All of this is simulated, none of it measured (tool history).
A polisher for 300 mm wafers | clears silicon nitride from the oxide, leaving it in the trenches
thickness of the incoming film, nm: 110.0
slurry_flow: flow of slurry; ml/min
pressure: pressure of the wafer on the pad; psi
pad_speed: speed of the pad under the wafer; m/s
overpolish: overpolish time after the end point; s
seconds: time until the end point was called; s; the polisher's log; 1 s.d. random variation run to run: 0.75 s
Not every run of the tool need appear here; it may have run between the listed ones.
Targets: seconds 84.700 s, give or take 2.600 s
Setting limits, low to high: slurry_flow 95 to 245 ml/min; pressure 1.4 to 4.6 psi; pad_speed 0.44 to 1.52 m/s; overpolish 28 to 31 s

| run | day | slurry_flow | pressure | pad_speed | overpolish | seconds |
|---|---|---|---|---|---|---|
| 1 | 0.000 | 155 | 3.0 | 0.98 | 28 | 110.320 |
| 2 | 0.321 | 160 | 3.1 | 0.98 | 28 | 105.860 |
| 3 | 0.483 | 160 | 3.1 | 0.98 | 28 | 105.930 |
| 4 | 0.662 | 165 | 3.2 | 0.98 | 28 | 103.660 |
| 5 | 0.692 | 165 | 3.2 | 0.76 | 28 | 131.820 |
| 6 | 0.762 | 165 | 3.4 | 0.76 | 28 | 123.210 |
| 7 | 1.025 | 165 | 3.6 | 0.76 | 28 | 117.760 |
| 8 | 1.383 | 170 | 3.7 | 0.76 | 28 | 112.130 |
| 9 | 1.600 | 170 | 3.7 | 0.76 | 28 | 114.730 |
| 10 | 1.742 | 170 | 3.8 | 0.76 | 28 | 110.260 |
| 11 | 1.842 | 170 | 3.9 | 0.76 | 28 | 107.770 |
| 12 | 1.979 | 170 | 4.0 | 0.76 | 28 | 105.000 |
| 13 | 2.096 | 175 | 4.1 | 0.76 | 28 | 101.580 |
| 14 | 2.262 | 175 | 4.2 | 0.76 | 28 | 99.517 |
| 15 | 2.492 | 175 | 4.3 | 0.76 | 28 | 98.148 |
| 16 | 2.692 | 185 | 4.5 | 0.80 | 28 | 89.077 |

Exactly one of the 5 candidate moves below puts every result within its allowed miss. Which one?
| A | 2.892 | 180 | 4.6 | 0.90 | 30 | ? |
| B | 2.892 | 175 | 4.6 | 0.82 | 28 | ? |
| C | 2.892 | 180 | 4.5 | 0.76 | 31 | ? |
| D | 2.892 | 190 | 4.2 | 0.84 | 31 | ? |
| E | 2.892 | 155 | 4.5 | 0.74 | 29 | ? |

| move | seconds |
|---|---|
| A | 77.386 |
| B | 85.044 |
| C | 93.078 |
| D | 89.694 |
| E | 97.940 |
A: moves the result that the last run missed by most past its target, out the other side
B: all results land within tolerance of their targets
C: lands further from the targets than the last run did
D: lands further from the targets than the last run did
E: lands further from the targets than the last run did
Answer: B
